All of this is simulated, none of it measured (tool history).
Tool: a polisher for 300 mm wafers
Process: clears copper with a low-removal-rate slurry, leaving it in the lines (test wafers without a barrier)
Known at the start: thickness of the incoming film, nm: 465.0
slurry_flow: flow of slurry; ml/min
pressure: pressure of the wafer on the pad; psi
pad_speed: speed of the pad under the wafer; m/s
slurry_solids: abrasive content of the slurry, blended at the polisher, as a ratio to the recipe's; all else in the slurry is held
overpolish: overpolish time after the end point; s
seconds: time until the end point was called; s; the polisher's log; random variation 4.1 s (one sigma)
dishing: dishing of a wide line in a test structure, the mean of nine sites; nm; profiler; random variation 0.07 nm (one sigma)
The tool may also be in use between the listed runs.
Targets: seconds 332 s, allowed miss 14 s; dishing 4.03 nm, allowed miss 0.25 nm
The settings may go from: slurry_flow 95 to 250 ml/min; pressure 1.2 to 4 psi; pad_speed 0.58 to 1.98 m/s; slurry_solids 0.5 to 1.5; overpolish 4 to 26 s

{"run": 1, "day": 0.0, "slurry_flow": 160, "pressure": 2.6, "pad_speed": 1.28, "slurry_solids": 1, "overpolish": 13, "seconds": 165.47, "dishing": 17.157}
{"run": 2, "day": 0.188, "slurry_flow": 160, "pressure": 2.3, "pad_speed": 1.2, "slurry_solids": 1, "overpolish": 11, "seconds": 203.01, "dishing": 14.004}
{"run": 3, "day": 0.517, "slurry_flow": 140, "pressure": 2.3, "pad_speed": 1.2, "slurry_solids": 1, "overpolish": 11, "seconds": 203.22, "dishing": 13.364}
{"run": 4, "day": 0.646, "slurry_flow": 130, "pressure": 2.1, "pad_speed": 1.14, "slurry_solids": 1.1, "overpolish": 10, "seconds": 231.61, "dishing": 11.569}
{"run": 5, "day": 0.746, "slurry_flow": 125, "pressure": 1.9, "pad_speed": 1.1, "slurry_solids": 1.2, "overpolish": 9, "seconds": 258.26, "dishing": 9.898}
{"run": 6, "day": 0.808, "slurry_flow": 125, "pressure": 1.9, "pad_speed": 1.1, "slurry_solids": 1, "overpolish": 9, "seconds": 263.18, "dishing": 9.6328}
{"run": 7, "day": 1.008, "slurry_flow": 120, "pressure": 1.8, "pad_speed": 1.12, "slurry_solids": 0.9, "overpolish": 8, "seconds": 283.51, "dishing": 8.3928}
{"run": 8, "day": 1.271, "slurry_flow": 95, "pressure": 1.2, "pad_speed": 1.42, "slurry_solids": 0.65, "overpolish": 4, "seconds": 370.31, "dishing": 3.6613}
{"run": 9, "day": 1.388, "slurry_flow": 100, "pressure": 1.2, "pad_speed": 1.44, "slurry_solids": 0.65, "overpolish": 4, "seconds": 353.73, "dishing": 3.8677}
{"run": 10, "day": 1.579, "slurry_flow": 105, "pressure": 1.2, "pad_speed": 1.44, "slurry_solids": 0.65, "overpolish": 4, "seconds": 349.89, "dishing": 3.6831}
{"run": 11, "day": 1.85, "slurry_flow": 105, "pressure": 1.2, "pad_speed": 1.44, "slurry_solids": 0.65, "overpolish": 4, "seconds": 350.55, "dishing": 3.7658}
{"run": 12, "day": 2.021, "slurry_flow": 110, "pressure": 1.2, "pad_speed": 1.44, "slurry_solids": 0.65, "overpolish": 4, "seconds": 344.08, "dishing": 3.9269}
{"run": 13, "day": 2.067, "slurry_flow": 110, "pressure": 1.2, "pad_speed": 1.44, "slurry_solids": 0.65, "overpolish": 4, "seconds": 347.42, "dishing": 3.8619}

Which of these 4 next moves meets every target?
{"run": "A", "day": 2.112, "slurry_flow": 155, "pressure": 1.2, "pad_speed": 1.36, "slurry_solids": 0.5, "overpolish": 4, "seconds": "?", "dishing": "?"}
{"run": "B", "day": 2.112, "slurry_flow": 105, "pressure": 1.2, "pad_speed": 1.38, "slurry_solids": 0.65, "overpolish": 4, "seconds": "?", "dishing": "?"}
{"run": "C", "day": 2.112, "slurry_flow": 95, "pressure": 1.5, "pad_speed": 1.1, "slurry_solids": 0.65, "overpolish": 5, "seconds": "?", "dishing": "?"}
{"run": "D", "day": 2.112, "slurry_flow": 110, "pressure": 1.4, "pad_speed": 1.34, "slurry_solids": 0.6, "overpolish": 4, "seconds": "?", "dishing": "?"}

move=A seconds=368.32 dishing=3.7227
move=B seconds=373.1 dishing=3.679
move=C seconds=383.06 dishing=4.4134
move=D seconds=332.91 dishing=4.0908
A: further off than the last run
B: further off than the last run
C: further off than the last run
D: meets every target
Answer: D
